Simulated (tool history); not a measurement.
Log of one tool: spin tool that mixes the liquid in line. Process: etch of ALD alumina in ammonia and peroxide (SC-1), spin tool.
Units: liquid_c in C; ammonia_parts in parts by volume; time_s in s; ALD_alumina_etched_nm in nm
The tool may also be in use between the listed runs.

run 1 hour=0.0 | liquid_c=57.0 ammonia_parts=0.7 time_s=70 | ALD_alumina_etched_nm=9.4944
run 2 hour=4.5 | liquid_c=59.5 ammonia_parts=0.7 time_s=70 | ALD_alumina_etched_nm=10.9380
run 3 hour=7.2 | liquid_c=55.5 ammonia_parts=0.7 time_s=70 | ALD_alumina_etched_nm=8.8009
run 4 hour=8.8 | liquid_c=53.0 ammonia_parts=0.7 time_s=70 | ALD_alumina_etched_nm=7.6061
run 5 hour=15.2 | liquid_c=57.5 ammonia_parts=0.7 time_s=70 | ALD_alumina_etched_nm=9.7820
run 6 hour=23.1 | liquid_c=54.5 ammonia_parts=0.7 time_s=70 | ALD_alumina_etched_nm=8.4092
run 7 hour=31.0 | liquid_c=52.0 ammonia_parts=0.7 time_s=70 | ALD_alumina_etched_nm=7.3201
run 8 hour=39.7 | liquid_c=50.5 ammonia_parts=0.7 time_s=70 | ALD_alumina_etched_nm=6.7616
run 9 hour=47.6 | liquid_c=49.5 ammonia_parts=0.7 time_s=70 | ALD_alumina_etched_nm=6.3226

For run 10, what comes out?
run 10 hour=52.0 | liquid_c=49.0 ammonia_parts=0.7 time_s=70 | ALD_alumina_etched_nm=?

{"run 10": {"ALD_alumina_etched_nm": 6.1345}}
